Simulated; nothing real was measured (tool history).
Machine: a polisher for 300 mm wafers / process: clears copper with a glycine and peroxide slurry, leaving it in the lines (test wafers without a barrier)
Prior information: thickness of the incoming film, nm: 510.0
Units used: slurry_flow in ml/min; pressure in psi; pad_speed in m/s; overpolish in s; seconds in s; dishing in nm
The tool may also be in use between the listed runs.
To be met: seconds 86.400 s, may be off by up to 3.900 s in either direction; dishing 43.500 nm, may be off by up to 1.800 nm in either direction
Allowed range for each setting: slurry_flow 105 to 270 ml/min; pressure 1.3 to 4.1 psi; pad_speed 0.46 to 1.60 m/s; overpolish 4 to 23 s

run  hour  slurry_flow  pressure  pad_speed  overpolish  seconds  dishing
  1   0.0          175       2.7       1.02          12  118.330   30.534
  2   2.2          175       2.3       1.02          12  132.550   27.970
  3   8.0          175       2.9       1.02          12  113.830   32.067
  4  10.6          175       2.9       1.02           8  113.380   23.624
  5  13.0          175       3.0       1.02           9  109.410   25.799
  6  15.7          155       3.0       1.02           9  114.840   25.701
     20.8  -- slurry nozzle cleaned
  7  20.8          155       3.1       1.02           9  103.160   28.034
  8  28.5          145       3.6       1.00          15   93.930   40.592
  9  35.1          145       3.7       1.00          15   92.317   41.497

Exercise: of the 4 proposed moves below, exactly one satisfies all targets within the stated allowed misses. Which move is it?
  A  41.7          130       4.0       0.90          15        ?        ?
  B  41.7          150       3.7       1.18          19        ?        ?
  C  41.7          120       4.1       1.12          12        ?        ?
  D  41.7          165       3.5       1.12          16        ?        ?

move  seconds  dishing
   A   95.564   40.047
   B   77.929   49.024
   C   79.053   38.823
   D   83.681   44.108
A: the biggest miss grows against the last run
B: carries the result that was furthest off beyond its target, to the other side
C: carries the result that was furthest off beyond its target, to the other side
D: meets every target
The move that meets every target is D.
